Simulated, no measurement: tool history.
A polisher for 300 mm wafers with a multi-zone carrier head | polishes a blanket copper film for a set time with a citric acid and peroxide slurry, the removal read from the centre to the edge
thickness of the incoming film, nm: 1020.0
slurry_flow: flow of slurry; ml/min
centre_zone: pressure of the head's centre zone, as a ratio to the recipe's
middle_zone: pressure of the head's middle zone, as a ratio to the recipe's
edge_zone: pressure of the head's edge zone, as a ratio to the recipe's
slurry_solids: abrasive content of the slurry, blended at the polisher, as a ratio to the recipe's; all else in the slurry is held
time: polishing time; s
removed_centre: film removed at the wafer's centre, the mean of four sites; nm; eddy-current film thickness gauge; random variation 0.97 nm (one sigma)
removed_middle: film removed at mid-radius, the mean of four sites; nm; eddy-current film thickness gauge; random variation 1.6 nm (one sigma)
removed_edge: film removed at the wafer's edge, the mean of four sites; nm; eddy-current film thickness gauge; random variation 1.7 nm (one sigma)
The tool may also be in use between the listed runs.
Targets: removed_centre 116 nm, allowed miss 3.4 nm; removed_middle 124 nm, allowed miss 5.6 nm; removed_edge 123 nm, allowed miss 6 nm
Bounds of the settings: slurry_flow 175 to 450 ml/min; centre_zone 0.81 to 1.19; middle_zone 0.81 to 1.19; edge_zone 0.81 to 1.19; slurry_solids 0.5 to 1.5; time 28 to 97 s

run  hour  slurry_flow  centre_zone  middle_zone  edge_zone  slurry_solids  time  removed_centre  removed_middle  removed_edge
  1     0          290            1            1          1              1    62          142.24          141.45        140.61
  2   7.3          285         0.97         0.98       0.97           0.95    62          137.99          139.54        136.51
  3  11.5          285         0.97         0.98       1.01           0.95    62          136.01          139.05        138.82
  4  20.2          285         0.97         0.98       1.01           0.75    62          128.12          130.32        133.48
  5  23.4          280         0.96         0.98       0.99            0.7    62          123.57          126.43        124.83
  6  32.4          270         0.95         0.98       0.99            0.7    62           121.2          127.78         124.4
  7  36.4          265         0.94         0.97       0.99            0.7    62          118.19          129.06        125.53
  8  39.7          265         0.94         0.96       0.99            0.7    62          120.61          124.61        125.51

5 next moves are on the table. One of them brings every result within its allowed miss. Which?
  A    43          280         0.84         0.96       1.08            0.6    64               ?               ?             ?
  B    43          265         0.95         0.93       0.91           0.85    61               ?               ?             ?
  C    43          200            1         0.99       0.82            0.8    61               ?               ?             ?
  D    43          320         0.91         0.97       0.99            0.5    66               ?               ?             ?
  E    43          245         0.93         0.88       0.89            0.5    72               ?               ?             ?

move  removed_centre  removed_middle  removed_edge
   A          108.78          127.65        126.45
   B          128.02          129.28        124.46
   C          126.73           128.6        114.89
   D           117.3          127.83        121.44
   E          126.29          124.65        125.13
A: takes the result that was furthest off past its target
B: further off than the last run
C: further off than the last run
D: meets every target
E: further off than the last run
Move D is the one to make.

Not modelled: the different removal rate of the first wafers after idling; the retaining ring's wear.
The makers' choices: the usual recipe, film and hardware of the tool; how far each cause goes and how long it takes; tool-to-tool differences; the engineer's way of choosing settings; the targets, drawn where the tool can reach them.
